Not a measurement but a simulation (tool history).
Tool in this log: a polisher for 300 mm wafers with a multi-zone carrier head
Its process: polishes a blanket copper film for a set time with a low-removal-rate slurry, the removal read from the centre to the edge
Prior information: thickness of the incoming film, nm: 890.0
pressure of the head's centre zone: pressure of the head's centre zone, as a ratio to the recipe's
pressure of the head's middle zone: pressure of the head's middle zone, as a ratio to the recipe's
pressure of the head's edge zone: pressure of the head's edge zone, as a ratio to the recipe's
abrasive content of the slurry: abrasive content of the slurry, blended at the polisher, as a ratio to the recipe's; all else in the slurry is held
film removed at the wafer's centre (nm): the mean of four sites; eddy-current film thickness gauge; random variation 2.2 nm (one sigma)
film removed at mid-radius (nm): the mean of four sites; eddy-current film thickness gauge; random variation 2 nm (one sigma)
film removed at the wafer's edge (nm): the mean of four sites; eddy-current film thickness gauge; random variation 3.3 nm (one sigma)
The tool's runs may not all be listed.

run  hour  flow of slurry (ml/min)  pressure of the head's centre zone  pressure of the head's middle zone  pressure of the head's edge zone  abrasive content of the slurry  polishing time (s)  film removed at the wafer's centre (nm)  film removed at mid-radius (nm)  film removed at the wafer's edge (nm)
  1     0                      145                                   1                                   1                                 1                               1                  60                                   260.38                           260.11                                 259.67
  2   5.9                      170                                   1                                   1                                 1                               1                  60                                   266.31                           267.97                                 271.05
  3  10.8                      140                                   1                                   1                                 1                               1                  60                                   257.61                           254.09                                 256.15
  4  13.8                      140                                   1                                   1                                 1                             0.8                  60                                   255.06                           250.79                                 247.56
  5  17.3                      155                                   1                                   1                                 1                             0.8                  60                                   257.39                            254.3                                 257.87
  6  24.2                      155                                   1                                1.06                                 1                             0.8                  60                                   257.32                            269.1                                 259.17
  7    30                      140                                   1                                   1                              1.03                             0.8                  60                                   248.83                           247.85                                 260.63
  8    33                      130                                1.01                                0.97                              1.03                             0.8                  60                                   248.12                           238.61                                 251.56
  9  36.1                      125                                1.02                                0.94                              1.04                             0.8                  60                                   246.33                           232.94                                 244.75
 10  42.5                      120                                1.03                                 0.9                              1.06                             0.8                  60                                   249.08                           217.69                                  253.7

Run 11, settings as shown, results not yet in. Your forecast:
 11  51.2                      115                                1.03                                 0.9                              1.06                             0.8                  60                                        ?                                ?                                      ?

{"run 11": {"film removed at the wafer's centre (nm)": 245.19, "film removed at mid-radius (nm)": 218.44, "film removed at the wafer's edge (nm)": 252.15}}
